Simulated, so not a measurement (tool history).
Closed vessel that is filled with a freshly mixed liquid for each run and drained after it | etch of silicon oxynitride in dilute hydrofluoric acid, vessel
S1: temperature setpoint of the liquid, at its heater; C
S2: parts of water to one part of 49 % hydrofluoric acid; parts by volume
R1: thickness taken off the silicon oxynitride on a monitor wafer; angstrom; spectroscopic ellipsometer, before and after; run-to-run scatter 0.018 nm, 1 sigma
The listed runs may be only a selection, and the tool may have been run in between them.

run 1 day=0.000 | S1=22.0 S2=140 time_in_the_liquid_(s)=565 | R1=48.267
run 2 day=0.254 | S1=22.0 S2=140 time_in_the_liquid_(s)=565 | R1=49.041
run 3 day=0.283 | S1=21.5 S2=155 time_in_the_liquid_(s)=560 | R1=40.835
run 4 day=0.654 | S1=21.0 S2=165 time_in_the_liquid_(s)=560 | R1=37.819
run 5 day=0.725 | S1=20.5 S2=175 time_in_the_liquid_(s)=560 | R1=35.156
run 6 day=0.908 | S1=20.0 S2=185 time_in_the_liquid_(s)=555 | R1=31.956
run 7 day=1.225 | S1=19.5 S2=195 time_in_the_liquid_(s)=555 | R1=28.807

What will run 8 give?
run 8 day=1.312 | S1=19.0 S2=205 time_in_the_liquid_(s)=555 | R1=?

Run 8 gave R1 26.880 angstrom.
